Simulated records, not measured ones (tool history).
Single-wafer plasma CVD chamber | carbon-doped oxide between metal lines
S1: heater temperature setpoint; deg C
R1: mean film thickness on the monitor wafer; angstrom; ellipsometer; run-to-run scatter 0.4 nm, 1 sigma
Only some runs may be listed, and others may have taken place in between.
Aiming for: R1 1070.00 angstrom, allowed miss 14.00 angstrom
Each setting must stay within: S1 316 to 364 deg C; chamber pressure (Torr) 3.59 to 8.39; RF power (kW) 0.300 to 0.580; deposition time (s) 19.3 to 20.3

run 1 day=0.000 | S1=340 chamber_pressure_(Torr)=5.99 RF_power_(kW)=0.440 deposition_time_(s)=20.3 | R1=978.78
run 2 day=0.233 | S1=335 chamber_pressure_(Torr)=6.30 RF_power_(kW)=0.445 deposition_time_(s)=20.3 | R1=1022.00
run 3 day=0.458 | S1=335 chamber_pressure_(Torr)=6.30 RF_power_(kW)=0.445 deposition_time_(s)=20.3 | R1=1018.50
run 4 day=0.583 | S1=335 chamber_pressure_(Torr)=7.28 RF_power_(kW)=0.445 deposition_time_(s)=20.3 | R1=1019.80
run 5 day=0.867 | S1=335 chamber_pressure_(Torr)=6.59 RF_power_(kW)=0.445 deposition_time_(s)=20.3 | R1=1020.40
run 6 day=1.083 | S1=335 chamber_pressure_(Torr)=6.59 RF_power_(kW)=0.445 deposition_time_(s)=19.3 | R1=965.53
run 7 day=1.242 | S1=330 chamber_pressure_(Torr)=6.65 RF_power_(kW)=0.450 deposition_time_(s)=19.3 | R1=993.10
run 8 day=1.562 | S1=327 chamber_pressure_(Torr)=6.74 RF_power_(kW)=0.460 deposition_time_(s)=19.3 | R1=1023.50
run 9 day=1.908 | S1=325 chamber_pressure_(Torr)=6.80 RF_power_(kW)=0.465 deposition_time_(s)=19.3 | R1=1040.70
run 10 day=2.021 | S1=323 chamber_pressure_(Torr)=6.84 RF_power_(kW)=0.465 deposition_time_(s)=19.3 | R1=1053.60
run 11 day=2.088 | S1=322 chamber_pressure_(Torr)=6.86 RF_power_(kW)=0.465 deposition_time_(s)=19.3 | R1=1052.30

Next run, 4 choices. One meets every target within its allowed miss, the rest don't. Which?
run A day=2.154 | S1=322 chamber_pressure_(Torr)=7.17 RF_power_(kW)=0.445 deposition_time_(s)=19.5 | R1=?
run B day=2.154 | S1=316 chamber_pressure_(Torr)=7.87 RF_power_(kW)=0.435 deposition_time_(s)=19.3 | R1=?
run C day=2.154 | S1=330 chamber_pressure_(Torr)=6.75 RF_power_(kW)=0.450 deposition_time_(s)=20.0 | R1=?
run D day=2.154 | S1=319 chamber_pressure_(Torr)=5.97 RF_power_(kW)=0.465 deposition_time_(s)=19.4 | R1=?

move=A R1=1031.40
move=B R1=1034.00
move=C R1=1030.10
move=D R1=1060.30
A: misses by more than the last run did
B: misses by more than the last run did
C: misses by more than the last run did
D: in spec on every target
Go with D: it meets all targets.

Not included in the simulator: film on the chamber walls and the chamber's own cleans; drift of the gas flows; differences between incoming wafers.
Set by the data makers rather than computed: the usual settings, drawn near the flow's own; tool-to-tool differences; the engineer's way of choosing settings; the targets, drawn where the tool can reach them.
